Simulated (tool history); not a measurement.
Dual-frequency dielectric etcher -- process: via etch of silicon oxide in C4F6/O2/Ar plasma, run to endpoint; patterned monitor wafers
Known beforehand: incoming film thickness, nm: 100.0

run,hour,bias power (kW),source power (kW),Ar flow (sccm),endpoint time (s)
1,0.0,0.622,0.250,395,25.094
2,4.1,0.572,0.250,395,25.959
3,5.2,0.572,0.250,366,25.713
4,8.2,0.635,0.260,362,24.314
5,14.1,0.582,0.260,362,25.000
6,22.5,0.634,0.270,358,23.937
7,27.5,0.634,0.270,358,24.027

Run 8 has not been measured yet. What should we expect?
8,31.6,0.634,0.270,358,?

{"run 8": {"endpoint time (s)": 23.904}}

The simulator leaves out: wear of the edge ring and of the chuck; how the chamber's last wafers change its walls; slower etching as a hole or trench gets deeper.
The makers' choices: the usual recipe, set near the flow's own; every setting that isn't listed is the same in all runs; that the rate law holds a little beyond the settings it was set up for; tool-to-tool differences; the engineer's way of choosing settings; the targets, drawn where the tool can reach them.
